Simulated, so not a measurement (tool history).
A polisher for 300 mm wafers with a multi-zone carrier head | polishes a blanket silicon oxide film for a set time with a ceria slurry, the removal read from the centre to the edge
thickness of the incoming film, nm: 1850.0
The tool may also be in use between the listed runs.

| run | day | flow of slurry (ml/min) | pressure of the head's centre zone | pressure of the head's middle zone | pressure of the head's edge zone | polishing time (s) | film removed at the wafer's centre (angstrom) | film removed at mid-radius (angstrom) | film removed at the wafer's edge (angstrom) |
|---|---|---|---|---|---|---|---|---|---|
| 1 | 0.000 | 245 | 1.00 | 1.00 | 1.00 | 31 | 1338.3 | 1370.2 | 1338.2 |
| 2 | 0.021 | 250 | 1.02 | 1.00 | 1.03 | 33 | 1457.0 | 1448.8 | 1438.3 |
| 3 | 0.067 | 255 | 1.03 | 1.00 | 1.05 | 35 | 1551.5 | 1528.0 | 1535.9 |
| 4 | 0.412 | 255 | 1.03 | 1.05 | 1.05 | 35 | 1573.3 | 1585.4 | 1539.5 |
| 5 | 0.750 | 255 | 1.03 | 1.00 | 1.05 | 35 | 1574.4 | 1523.7 | 1517.9 |
| 6 | 0.888 | 250 | 1.03 | 1.00 | 1.07 | 37 | 1639.5 | 1608.8 | 1637.6 |
| 7 | 0.992 | 255 | 1.04 | 1.01 | 1.09 | 38 | 1726.9 | 1718.1 | 1708.5 |

The next listed run, before its measurement:
| 8 | 1.083 | 260 | 1.05 | 1.00 | 1.11 | 39 | ? | ? | ? |

Run 8 gave film removed at the wafer's centre (angstrom) 1788.4, film removed at mid-radius (angstrom) 1707.8, film removed at the wafer's edge (angstrom) 1801.3.
